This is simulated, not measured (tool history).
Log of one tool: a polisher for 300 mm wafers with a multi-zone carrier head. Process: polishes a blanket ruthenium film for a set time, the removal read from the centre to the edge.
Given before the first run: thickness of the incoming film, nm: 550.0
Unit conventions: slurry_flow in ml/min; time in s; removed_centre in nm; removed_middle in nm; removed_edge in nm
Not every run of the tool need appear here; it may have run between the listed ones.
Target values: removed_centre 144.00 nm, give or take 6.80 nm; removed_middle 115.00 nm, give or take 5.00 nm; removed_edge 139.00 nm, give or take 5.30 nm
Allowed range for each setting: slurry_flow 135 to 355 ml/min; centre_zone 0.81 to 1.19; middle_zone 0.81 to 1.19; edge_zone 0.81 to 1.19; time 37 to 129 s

run,day,slurry_flow,centre_zone,middle_zone,edge_zone,time,removed_centre,removed_middle,removed_edge
1,0.000,225,1.00,1.00,1.00,83,99.44,102.34,102.15
2,0.079,225,1.00,1.06,1.00,83,99.75,108.00,102.59
3,0.375,230,1.03,1.02,1.04,87,105.77,110.84,109.44
4,0.546,230,1.03,1.02,0.98,87,108.06,112.21,105.28
5,0.646,230,1.07,0.97,1.03,91,115.49,108.89,113.41
6,0.988,235,1.10,0.95,1.06,94,124.42,112.39,121.65
7,1.238,245,1.12,0.94,1.08,95,127.78,113.46,121.90
8,1.608,240,1.13,0.92,1.09,97,130.08,111.90,126.71
9,1.658,245,1.14,0.91,1.11,98,135.87,115.87,128.54
10,1.808,240,1.14,0.89,1.12,99,138.98,114.27,129.98

4 candidate next runs follow, results not yet known. Just one meets every target within its allowed miss. Identify it.
A,1.958,225,1.19,0.96,0.91,95,?,?,?
B,1.958,265,1.19,1.06,0.98,94,?,?,?
C,1.958,205,1.19,0.92,1.07,98,?,?,?
D,1.958,220,1.12,0.83,1.17,106,?,?,?

move,removed_centre,removed_middle,removed_edge
A,135.44,113.20,113.09
B,137.28,123.49,116.77
C,137.53,111.48,122.97
D,142.01,112.89,139.31
A: moves away from the targets compared with the last run
B: moves away from the targets compared with the last run
C: moves away from the targets compared with the last run
D: every result within its allowed miss
So the answer is move D, the one that meets all the targets.

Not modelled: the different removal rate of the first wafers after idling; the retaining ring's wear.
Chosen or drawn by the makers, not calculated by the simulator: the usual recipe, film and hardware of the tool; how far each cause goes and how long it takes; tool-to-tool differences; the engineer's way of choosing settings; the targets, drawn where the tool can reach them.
